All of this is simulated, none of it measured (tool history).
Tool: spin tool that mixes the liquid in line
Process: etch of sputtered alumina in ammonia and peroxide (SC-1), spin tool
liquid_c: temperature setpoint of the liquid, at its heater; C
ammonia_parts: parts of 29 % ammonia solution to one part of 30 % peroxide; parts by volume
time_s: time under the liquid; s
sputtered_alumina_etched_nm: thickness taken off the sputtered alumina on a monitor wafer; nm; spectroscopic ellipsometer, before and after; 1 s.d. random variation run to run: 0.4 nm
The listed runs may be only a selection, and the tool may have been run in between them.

run,hour,liquid_c,ammonia_parts,time_s,sputtered_alumina_etched_nm
1,0.0,52,0.90,240,24.742
2,4.5,52,0.60,240,23.822
3,8.0,52,0.80,240,24.459
4,10.0,46,0.80,240,17.615
5,18.2,51,0.80,240,23.218
# hour 19.2: new drum of ammonia solution connected
6,19.2,51,0.95,240,23.897
7,23.5,54,0.95,240,27.954

Estimate the outcome of run 8 from the log above:
8,26.4,62,1.00,240,?

sputtered_alumina_etched_nm: 43.351 nm

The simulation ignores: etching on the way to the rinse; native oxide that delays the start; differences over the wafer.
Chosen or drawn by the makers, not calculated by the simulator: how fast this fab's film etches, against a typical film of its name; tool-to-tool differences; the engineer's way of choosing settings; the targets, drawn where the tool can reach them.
